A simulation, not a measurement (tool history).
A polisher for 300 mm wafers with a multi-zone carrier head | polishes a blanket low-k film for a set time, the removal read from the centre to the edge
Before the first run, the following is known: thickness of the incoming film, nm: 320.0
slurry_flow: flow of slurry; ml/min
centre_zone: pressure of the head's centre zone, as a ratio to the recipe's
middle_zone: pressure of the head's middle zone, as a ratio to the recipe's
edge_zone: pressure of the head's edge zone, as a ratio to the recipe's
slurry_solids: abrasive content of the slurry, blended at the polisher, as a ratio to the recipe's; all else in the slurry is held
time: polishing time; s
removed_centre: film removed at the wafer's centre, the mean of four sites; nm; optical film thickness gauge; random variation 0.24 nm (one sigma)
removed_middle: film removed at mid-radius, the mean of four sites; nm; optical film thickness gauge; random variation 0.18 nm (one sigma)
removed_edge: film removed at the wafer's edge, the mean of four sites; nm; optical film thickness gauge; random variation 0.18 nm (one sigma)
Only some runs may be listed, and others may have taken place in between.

{"run": 1, "hour": 0.0, "slurry_flow": 220, "centre_zone": 1.0, "middle_zone": 1.0, "edge_zone": 1.0, "slurry_solids": 1.0, "time": 73, "removed_centre": 32.016, "removed_middle": 32.144, "removed_edge": 31.658}
{"run": 2, "hour": 5.2, "slurry_flow": 220, "centre_zone": 1.0, "middle_zone": 1.0, "edge_zone": 1.0, "slurry_solids": 1.0, "time": 85, "removed_centre": 37.909, "removed_middle": 36.548, "removed_edge": 37.688}
{"run": 3, "hour": 13.6, "slurry_flow": 265, "centre_zone": 1.0, "middle_zone": 1.0, "edge_zone": 1.0, "slurry_solids": 1.0, "time": 85, "removed_centre": 37.852, "removed_middle": 37.603, "removed_edge": 37.768}
{"run": 4, "hour": 17.8, "slurry_flow": 250, "centre_zone": 1.0, "middle_zone": 0.95, "edge_zone": 1.01, "slurry_solids": 0.85, "time": 74, "removed_centre": 31.309, "removed_middle": 29.957, "removed_edge": 30.943}
{"run": 5, "hour": 21.5, "slurry_flow": 235, "centre_zone": 1.0, "middle_zone": 0.91, "edge_zone": 1.02, "slurry_solids": 0.75, "time": 65, "removed_centre": 25.544, "removed_middle": 23.579, "removed_edge": 25.894}
{"run": 6, "hour": 23.0, "slurry_flow": 235, "centre_zone": 1.0, "middle_zone": 0.91, "edge_zone": 1.02, "slurry_solids": 0.65, "time": 65, "removed_centre": 24.986, "removed_middle": 22.091, "removed_edge": 24.557}
{"run": 7, "hour": 23.8, "slurry_flow": 225, "centre_zone": 0.98, "middle_zone": 0.89, "edge_zone": 0.99, "slurry_solids": 0.6, "time": 61, "removed_centre": 21.606, "removed_middle": 19.925, "removed_edge": 21.919}
{"run": 8, "hour": 29.4, "slurry_flow": 210, "centre_zone": 0.99, "middle_zone": 0.87, "edge_zone": 0.97, "slurry_solids": 0.55, "time": 59, "removed_centre": 20.68, "removed_middle": 18.029, "removed_edge": 20.273}
{"run": 9, "hour": 32.7, "slurry_flow": 200, "centre_zone": 0.98, "middle_zone": 0.85, "edge_zone": 0.94, "slurry_solids": 0.55, "time": 59, "removed_centre": 19.748, "removed_middle": 17.775, "removed_edge": 20.239}
{"run": 10, "hour": 39.1, "slurry_flow": 200, "centre_zone": 1.02, "middle_zone": 0.84, "edge_zone": 0.92, "slurry_solids": 0.5, "time": 49, "removed_centre": 16.864, "removed_middle": 13.769, "removed_edge": 15.775}

Predict the results of run 11:
{"run": 11, "hour": 43.9, "slurry_flow": 200, "centre_zone": 1.02, "middle_zone": 0.84, "edge_zone": 0.92, "slurry_solids": 0.5, "time": 49, "removed_centre": "?", "removed_middle": "?", "removed_edge": "?"}

Run 11 came out at removed_centre 16.717 nm, removed_middle 14.228 nm, removed_edge 15.867 nm.
